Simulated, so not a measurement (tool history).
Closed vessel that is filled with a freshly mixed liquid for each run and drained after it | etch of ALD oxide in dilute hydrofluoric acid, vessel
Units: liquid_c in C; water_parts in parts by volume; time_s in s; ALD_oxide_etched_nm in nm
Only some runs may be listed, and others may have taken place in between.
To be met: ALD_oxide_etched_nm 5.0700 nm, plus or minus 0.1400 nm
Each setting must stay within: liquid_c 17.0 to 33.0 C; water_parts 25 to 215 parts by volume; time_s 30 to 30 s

| run | day | liquid_c | water_parts | time_s | ALD_oxide_etched_nm |
|---|---|---|---|---|---|
| 1 | 0.000 | 25.0 | 120 | 30 | 6.9385 |
| 2 | 0.383 | 23.0 | 120 | 30 | 6.3365 |
| 3 | 0.562 | 23.0 | 120 | 30 | 6.3113 |
| 4 | 0.692 | 22.0 | 120 | 30 | 6.1470 |
| 5 | 0.729 | 21.0 | 120 | 30 | 5.9069 |
| 6 | 1.012 | 20.0 | 120 | 30 | 5.5688 |
|  | 1.104 | thermometer replaced |
| 7 | 1.104 | 18.0 | 120 | 30 | 5.5742 |
| 8 | 1.317 | 17.5 | 125 | 30 | 5.2457 |
| 9 | 1.675 | 17.5 | 125 | 30 | 5.2745 |
| 10 | 2.058 | 17.0 | 130 | 30 | 4.9171 |

Which of these 4 next moves meets every target?
| A | 2.442 | 17.0 | 120 | 30 | ? |
| B | 2.442 | 17.0 | 125 | 30 | ? |
| C | 2.442 | 17.5 | 120 | 30 | ? |
| D | 2.442 | 19.0 | 125 | 30 | ? |

| move | ALD_oxide_etched_nm |
|---|---|
| A | 5.3884 |
| B | 5.1469 |
| C | 5.5017 |
| D | 5.5889 |
A: takes the result that was furthest off past its target
B: all results land within tolerance of their targets
C: takes the result that was furthest off past its target
D: takes the result that was furthest off past its target
The move that meets every target is B.
